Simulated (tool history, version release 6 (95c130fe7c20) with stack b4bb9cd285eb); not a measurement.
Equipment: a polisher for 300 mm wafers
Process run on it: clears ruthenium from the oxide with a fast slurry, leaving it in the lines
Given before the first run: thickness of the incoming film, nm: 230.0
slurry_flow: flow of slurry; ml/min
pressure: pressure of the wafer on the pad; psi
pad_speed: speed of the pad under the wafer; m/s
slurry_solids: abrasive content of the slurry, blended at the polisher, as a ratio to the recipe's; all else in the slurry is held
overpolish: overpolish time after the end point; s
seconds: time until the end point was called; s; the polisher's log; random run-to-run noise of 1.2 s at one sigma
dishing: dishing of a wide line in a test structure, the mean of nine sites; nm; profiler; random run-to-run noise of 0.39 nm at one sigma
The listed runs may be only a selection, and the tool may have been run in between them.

| run | hour | slurry_flow | pressure | pad_speed | slurry_solids | overpolish | seconds | dishing |
|---|---|---|---|---|---|---|---|---|
| 1 | 0 | 135 | 3.1 | 1.22 | 1 | 16 | 50.507 | 69 |
| 2 | 3.8 | 135 | 3.1 | 1.22 | 1 | 11 | 50.621 | 49.212 |
| 3 | 5.4 | 130 | 2.9 | 1.18 | 1 | 12 | 55.385 | 48.758 |
| 4 | 6.4 | 130 | 2.9 | 1.18 | 1 | 6 | 55.665 | 25.043 |
| 5 | 7.7 | 130 | 2.9 | 1.18 | 0.8 | 6 | 62.137 | 22.937 |
| 6 | 10.3 | 130 | 2.9 | 1.18 | 0.8 | 5 | 63.13 | 19.297 |
| 7 | 11.7 | 100 | 2 | 0.96 | 0.8 | 13 | 109.35 | 27.743 |

What does the tool deliver on the next run?
| 8 | 19 | 95 | 1.8 | 0.96 | 0.85 | 15 | ? | ? |

{"run 8": {"seconds": 116.74, "dishing": 29.398}}
